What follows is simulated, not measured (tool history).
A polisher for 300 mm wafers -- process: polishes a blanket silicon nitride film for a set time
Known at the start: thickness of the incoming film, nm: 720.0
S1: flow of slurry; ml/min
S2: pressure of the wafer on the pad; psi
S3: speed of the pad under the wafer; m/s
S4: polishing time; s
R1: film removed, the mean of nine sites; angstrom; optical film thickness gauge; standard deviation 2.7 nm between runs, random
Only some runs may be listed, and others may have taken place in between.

Run 1, hour 0: S1 230 ml/min, S2 3.4 psi, S3 1.18 m/s, S4 119 s. Result: R1 2005 angstrom.
Run 2, hour 5.8: S1 275 ml/min, S2 3.4 psi, S3 1.18 m/s, S4 119 s. Result: R1 2020.7 angstrom.
Run 3, hour 8.4: S1 225 ml/min, S2 3.4 psi, S3 1.18 m/s, S4 119 s. Result: R1 2022.1 angstrom.
Run 4, hour 12.4: S1 225 ml/min, S2 3.7 psi, S3 1.18 m/s, S4 119 s. Result: R1 2141.2 angstrom.
Run 5, hour 18: S1 225 ml/min, S2 4 psi, S3 1.18 m/s, S4 119 s. Result: R1 2246 angstrom.
Run 6, hour 18.7: S1 225 ml/min, S2 4.3 psi, S3 1.18 m/s, S4 119 s. Result: R1 2379.2 angstrom.
Run 7, hour 23.6: S1 225 ml/min, S2 4.5 psi, S3 1.18 m/s, S4 119 s. Result: R1 2488.1 angstrom.

Estimate the outcome of run 8 from the log above:
Run 8, hour 26.6: S1 225 ml/min, S2 4.7 psi, S3 1.18 m/s, S4 119 s. Result: R1 ?.

R1: 2529 angstrom
